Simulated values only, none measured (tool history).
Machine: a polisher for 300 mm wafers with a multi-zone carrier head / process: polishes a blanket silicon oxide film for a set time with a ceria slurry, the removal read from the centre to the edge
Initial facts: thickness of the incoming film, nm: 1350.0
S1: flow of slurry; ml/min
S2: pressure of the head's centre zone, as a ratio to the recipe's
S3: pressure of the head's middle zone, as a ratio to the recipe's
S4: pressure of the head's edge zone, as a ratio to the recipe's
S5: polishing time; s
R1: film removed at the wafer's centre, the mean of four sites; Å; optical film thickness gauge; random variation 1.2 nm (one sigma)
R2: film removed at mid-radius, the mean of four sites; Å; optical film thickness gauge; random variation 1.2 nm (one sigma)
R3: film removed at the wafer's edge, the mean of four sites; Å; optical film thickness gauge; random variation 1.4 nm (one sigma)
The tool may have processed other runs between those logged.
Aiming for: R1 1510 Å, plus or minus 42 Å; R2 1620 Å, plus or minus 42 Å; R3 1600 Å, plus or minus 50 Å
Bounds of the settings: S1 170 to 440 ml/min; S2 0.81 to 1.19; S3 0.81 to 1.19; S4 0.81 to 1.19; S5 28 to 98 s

Run 1, day 0: S1 280 ml/min, S2 1, S3 1, S4 1, S5 63 s. Result: R1 1718.5 Å, R2 1679.4 Å, R3 1725.7 Å.
Run 2, day 0.204: S1 280 ml/min, S2 1, S3 1, S4 1, S5 74 s. Result: R1 1983.4 Å, R2 1994.4 Å, R3 2013.1 Å.
Run 3, day 0.296: S1 280 ml/min, S2 0.99, S3 0.99, S4 0.98, S5 73 s. Result: R1 1976.2 Å, R2 1925.6 Å, R3 1938.8 Å.
Run 4, day 0.612: S1 280 ml/min, S2 0.99, S3 0.96, S4 0.98, S5 73 s. Result: R1 1960.5 Å, R2 1874.2 Å, R3 1962.7 Å.
Run 5, day 0.675: S1 280 ml/min, S2 0.99, S3 0.96, S4 0.93, S5 73 s. Result: R1 1957.4 Å, R2 1895.1 Å, R3 1906 Å.
Run 6, day 0.9: S1 275 ml/min, S2 0.98, S3 0.96, S4 0.92, S5 72 s. Result: R1 1902.8 Å, R2 1862.8 Å, R3 1886.1 Å.
Run 7, day 1.088: S1 275 ml/min, S2 0.97, S3 0.96, S4 0.91, S5 71 s. Result: R1 1870.6 Å, R2 1840.3 Å, R3 1831.1 Å.
Run 8, day 1.321: S1 270 ml/min, S2 0.96, S3 0.95, S4 0.9, S5 70 s. Result: R1 1810.1 Å, R2 1808.8 Å, R3 1808.6 Å.
Run 9, day 1.508: S1 270 ml/min, S2 0.95, S3 0.95, S4 0.89, S5 69 s. Result: R1 1750.5 Å, R2 1755.3 Å, R3 1737.8 Å.
Run 10, day 1.617: S1 265 ml/min, S2 0.94, S3 0.95, S4 0.88, S5 69 s. Result: R1 1726.1 Å, R2 1755.6 Å, R3 1761.4 Å.
Run 11, day 1.817: S1 265 ml/min, S2 0.93, S3 0.95, S4 0.87, S5 68 s. Result: R1 1699.3 Å, R2 1722.9 Å, R3 1719.7 Å.
Run 12, day 1.933: S1 265 ml/min, S2 0.92, S3 0.95, S4 0.86, S5 68 s. Result: R1 1669 Å, R2 1708.4 Å, R3 1702 Å.
Run 13, day 2.142: S1 265 ml/min, S2 0.91, S3 0.95, S4 0.86, S5 68 s. Result: R1 1661.6 Å, R2 1728.4 Å, R3 1712 Å.
Run 14, day 2.279: S1 225 ml/min, S2 0.86, S3 0.92, S4 0.81, S5 65 s. Result: R1 1471.4 Å, R2 1598.2 Å, R3 1543.1 Å.
Run 15, day 2.604: S1 230 ml/min, S2 0.86, S3 0.92, S4 0.81, S5 65 s. Result: R1 1475.2 Å, R2 1568.4 Å, R3 1581.7 Å.

5 candidate next runs follow, results not yet known. Just one meets every target within its allowed miss. Identify it.
Run A, day 2.929: S1 300 ml/min, S2 0.87, S3 0.93, S4 0.84, S5 64 s. Result: R1 ?, R2 ?, R3 ?.
Run B, day 2.929: S1 230 ml/min, S2 0.82, S3 0.98, S4 0.81, S5 66 s. Result: R1 ?, R2 ?, R3 ?.
Run C, day 2.929: S1 290 ml/min, S2 0.83, S3 0.82, S4 0.88, S5 67 s. Result: R1 ?, R2 ?, R3 ?.
Run D, day 2.929: S1 255 ml/min, S2 0.92, S3 0.92, S4 0.82, S5 66 s. Result: R1 ?, R2 ?, R3 ?.
Run E, day 2.929: S1 230 ml/min, S2 0.86, S3 0.96, S4 0.81, S5 67 s. Result: R1 ?, R2 ?, R3 ?.

move      R1      R2      R3
   A  1515.6    1614  1625.2
   B  1419.9  1683.2  1607.7
   C  1505.7  1517.6    1735
   D  1619.1  1618.2  1634.8
   E  1512.2    1679  1632.5
A: all results land within tolerance of their targets
B: pushes the last run's worst result past its target
C: its largest miss is bigger than the last run's
D: gets the furthest-off result to its target, but another result is out of tolerance
E: pushes the last run's worst result past its target
Answer: A

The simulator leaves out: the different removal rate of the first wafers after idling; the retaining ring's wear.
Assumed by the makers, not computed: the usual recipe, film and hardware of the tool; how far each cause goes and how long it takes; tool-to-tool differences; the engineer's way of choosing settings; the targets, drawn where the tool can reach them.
